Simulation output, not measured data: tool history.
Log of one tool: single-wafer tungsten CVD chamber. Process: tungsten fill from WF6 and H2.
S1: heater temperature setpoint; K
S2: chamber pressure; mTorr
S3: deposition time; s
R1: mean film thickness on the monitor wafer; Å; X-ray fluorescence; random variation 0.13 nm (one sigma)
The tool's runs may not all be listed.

| run | hour | S1 | S2 | S3 | R1 |
|---|---|---|---|---|---|
| 1 | 0 | 658.15 | 27800 | 24 | 541.38 |
| 2 | 1.7 | 656.15 | 27700 | 24 | 520.51 |
| 3 | 4.5 | 665.15 | 27700 | 24 | 610.15 |
| 4 | 13.3 | 665.15 | 26000 | 24 | 588.03 |
| 5 | 21.2 | 665.15 | 26000 | 24 | 588.08 |
| 6 | 27.7 | 665.15 | 24000 | 24 | 558.88 |
| 7 | 29.6 | 663.15 | 23900 | 24 | 540.38 |
| 8 | 33.6 | 661.15 | 23800 | 24 | 520.55 |
| 9 | 39.6 | 660.15 | 23700 | 24 | 512.86 |
| 10 | 41.2 | 659.15 | 23600 | 24 | 498.3 |

The next listed run, before its measurement:
| 11 | 49.7 | 658.15 | 23600 | 24 | ? |

Run 11 gave R1 491.41 Å.
